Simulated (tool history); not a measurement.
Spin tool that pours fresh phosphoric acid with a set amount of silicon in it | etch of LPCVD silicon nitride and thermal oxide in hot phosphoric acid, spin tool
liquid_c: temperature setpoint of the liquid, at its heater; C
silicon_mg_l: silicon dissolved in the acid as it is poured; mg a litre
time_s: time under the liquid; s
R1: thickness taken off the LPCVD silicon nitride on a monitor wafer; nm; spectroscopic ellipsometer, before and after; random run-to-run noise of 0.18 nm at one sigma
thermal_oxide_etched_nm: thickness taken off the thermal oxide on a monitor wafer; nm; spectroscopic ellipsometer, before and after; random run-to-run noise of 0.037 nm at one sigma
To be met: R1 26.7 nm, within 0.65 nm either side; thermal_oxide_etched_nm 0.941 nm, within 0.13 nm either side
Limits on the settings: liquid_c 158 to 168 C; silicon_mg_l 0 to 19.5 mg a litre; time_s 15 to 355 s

Run 1, hour 0: liquid_c 163 C, silicon_mg_l 8.5 mg a litre, time_s 180 s. Result: R1 16.486 nm, thermal_oxide_etched_nm 0.5209 nm.
Run 2, hour 3.4: liquid_c 164 C, silicon_mg_l 9 mg a litre, time_s 200 s. Result: R1 19.2 nm, thermal_oxide_etched_nm 0.63384 nm.
Run 3, hour 11.9: liquid_c 166 C, silicon_mg_l 9 mg a litre, time_s 200 s. Result: R1 20.055 nm, thermal_oxide_etched_nm 0.72993 nm.
Run 4, hour 19.2: liquid_c 166 C, silicon_mg_l 9 mg a litre, time_s 165 s. Result: R1 16.726 nm, thermal_oxide_etched_nm 0.61515 nm.
Run 5, hour 28: liquid_c 166 C, silicon_mg_l 9 mg a litre, time_s 230 s. Result: R1 23.464 nm, thermal_oxide_etched_nm 0.83341 nm.
Run 6, hour 33.5: liquid_c 166.5 C, silicon_mg_l 9.5 mg a litre, time_s 235 s. Result: R1 24.365 nm, thermal_oxide_etched_nm 0.82911 nm.
Run 7, hour 36.3: liquid_c 167 C, silicon_mg_l 9.5 mg a litre, time_s 240 s. Result: R1 25.166 nm, thermal_oxide_etched_nm 0.91975 nm.
Run 8, hour 40.7: liquid_c 167 C, silicon_mg_l 10 mg a litre, time_s 245 s. Result: R1 25.785 nm, thermal_oxide_etched_nm 0.93493 nm.

Consider the 5 candidate settings below. Which is the only one whose results all fall within their allowed miss of target?
Run A, hour 45.1: liquid_c 167 C, silicon_mg_l 8 mg a litre, time_s 235 s. Result: R1 ?, thermal_oxide_etched_nm ?.
Run B, hour 45.1: liquid_c 166 C, silicon_mg_l 11.5 mg a litre, time_s 230 s. Result: R1 ?, thermal_oxide_etched_nm ?.
Run C, hour 45.1: liquid_c 164.5 C, silicon_mg_l 6.5 mg a litre, time_s 275 s. Result: R1 ?, thermal_oxide_etched_nm ?.
Run D, hour 45.1: liquid_c 163 C, silicon_mg_l 15.5 mg a litre, time_s 290 s. Result: R1 ?, thermal_oxide_etched_nm ?.
Run E, hour 45.1: liquid_c 168 C, silicon_mg_l 8.5 mg a litre, time_s 225 s. Result: R1 ?, thermal_oxide_etched_nm ?.

move      R1  thermal_oxide_etched_nm
   A  24.842                  0.96679
   B  23.534                  0.81499
   C  26.788                  0.97473
   D  26.884                  0.75052
   E  24.569                  0.98378
A: lands further from the targets than the last run did
B: lands further from the targets than the last run did
C: every result within its allowed miss
D: corrects the largest miss of the last run, while another result sits out of spec
E: lands further from the targets than the last run did
So the answer is move C, the one that meets all the targets.
